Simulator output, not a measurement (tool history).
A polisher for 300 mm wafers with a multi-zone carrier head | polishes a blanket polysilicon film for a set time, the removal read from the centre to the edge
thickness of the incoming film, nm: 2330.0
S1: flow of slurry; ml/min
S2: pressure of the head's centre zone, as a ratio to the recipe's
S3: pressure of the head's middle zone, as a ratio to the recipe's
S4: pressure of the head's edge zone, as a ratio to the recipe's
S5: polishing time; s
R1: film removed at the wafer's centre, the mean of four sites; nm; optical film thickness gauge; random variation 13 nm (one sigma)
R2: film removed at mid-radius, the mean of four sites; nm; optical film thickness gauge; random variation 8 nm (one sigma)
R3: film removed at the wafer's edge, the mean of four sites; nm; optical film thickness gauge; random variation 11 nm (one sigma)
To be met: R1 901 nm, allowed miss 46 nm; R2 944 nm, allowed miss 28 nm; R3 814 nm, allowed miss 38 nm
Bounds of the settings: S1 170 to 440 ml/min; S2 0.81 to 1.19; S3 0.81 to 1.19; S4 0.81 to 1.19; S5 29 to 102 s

Run 1, day 0: S1 280 ml/min, S2 1, S3 1, S4 1, S5 65 s. Result: R1 698.08 nm, R2 707.74 nm, R3 683.26 nm.
Run 2, day 0.362: S1 225 ml/min, S2 1, S3 1, S4 1, S5 65 s. Result: R1 683.69 nm, R2 691.7 nm, R3 640.3 nm.
Run 3, day 0.462: S1 245 ml/min, S2 1.02, S3 1.03, S4 1.01, S5 66 s. Result: R1 703.28 nm, R2 723.32 nm, R3 674.43 nm.
Run 4, day 0.671: S1 245 ml/min, S2 0.95, S3 1.03, S4 1.01, S5 66 s. Result: R1 665.13 nm, R2 733.94 nm, R3 654.94 nm.
Run 5, day 0.854: S1 255 ml/min, S2 0.98, S3 1.06, S4 1, S5 67 s. Result: R1 701.07 nm, R2 763.44 nm, R3 681.55 nm.
Run 6, day 1.167: S1 255 ml/min, S2 0.9, S3 1.06, S4 1, S5 67 s. Result: R1 663.69 nm, R2 759.69 nm, R3 690.47 nm.
Run 7, day 1.471: S1 255 ml/min, S2 0.9, S3 1.06, S4 1, S5 67 s. Result: R1 647.36 nm, R2 773.81 nm, R3 690.05 nm.
Run 8, day 1.771: S1 270 ml/min, S2 0.94, S3 1.08, S4 1, S5 68 s. Result: R1 698.9 nm, R2 791.04 nm, R3 705.45 nm.
Run 9, day 2: S1 280 ml/min, S2 0.96, S3 1.1, S4 1, S5 69 s. Result: R1 736.59 nm, R2 815 nm, R3 711.16 nm.
At day 2.212: edge zone pressure recalibrated.
Run 10, day 2.212: S1 295 ml/min, S2 0.97, S3 1.11, S4 1.01, S5 70 s. Result: R1 733.92 nm, R2 842.01 nm, R3 742.78 nm.
Run 11, day 2.404: S1 305 ml/min, S2 0.99, S3 1.12, S4 1, S5 71 s. Result: R1 756.47 nm, R2 856.81 nm, R3 770.6 nm.
Run 12, day 2.65: S1 300 ml/min, S2 1.01, S3 1.13, S4 0.99, S5 72 s. Result: R1 785.7 nm, R2 879.14 nm, R3 770.57 nm.
Run 13, day 2.992: S1 305 ml/min, S2 1.03, S3 1.14, S4 0.99, S5 72 s. Result: R1 817.09 nm, R2 902.84 nm, R3 764.85 nm.
Run 14, day 3.088: S1 340 ml/min, S2 1.08, S3 1.13, S4 1.06, S5 74 s. Result: R1 854.75 nm, R2 912.26 nm, R3 800.03 nm.
Run 15, day 3.308: S1 340 ml/min, S2 1.09, S3 1.13, S4 1.06, S5 74 s. Result: R1 892.16 nm, R2 918.58 nm, R3 813.54 nm.

Which of these 5 next moves meets every target?
Run A, day 3.529: S1 290 ml/min, S2 1.14, S3 1.13, S4 1.06, S5 73 s. Result: R1 ?, R2 ?, R3 ?.
Run B, day 3.529: S1 395 ml/min, S2 1.12, S3 1.16, S4 1.04, S5 74 s. Result: R1 ?, R2 ?, R3 ?.
Run C, day 3.529: S1 300 ml/min, S2 1.09, S3 1.03, S4 1.02, S5 79 s. Result: R1 ?, R2 ?, R3 ?.
Run D, day 3.529: S1 340 ml/min, S2 1.19, S3 1.13, S4 1.03, S5 73 s. Result: R1 ?, R2 ?, R3 ?.
Run E, day 3.529: S1 400 ml/min, S2 0.97, S3 1.08, S4 1.11, S5 79 s. Result: R1 ?, R2 ?, R3 ?.

move      R1      R2      R3
   A  890.49  887.94  812.13
   B  916.24  945.44  832.36
   C  931.56  890.98  866.44
   D  937.73  900.84  810.23
   E  870.83  950.65  918.41
A: further off than the last run
B: meets every target
C: further off than the last run
D: further off than the last run
E: brings the result that was furthest off to its target, and leaves another outside
Move B is the one to make.

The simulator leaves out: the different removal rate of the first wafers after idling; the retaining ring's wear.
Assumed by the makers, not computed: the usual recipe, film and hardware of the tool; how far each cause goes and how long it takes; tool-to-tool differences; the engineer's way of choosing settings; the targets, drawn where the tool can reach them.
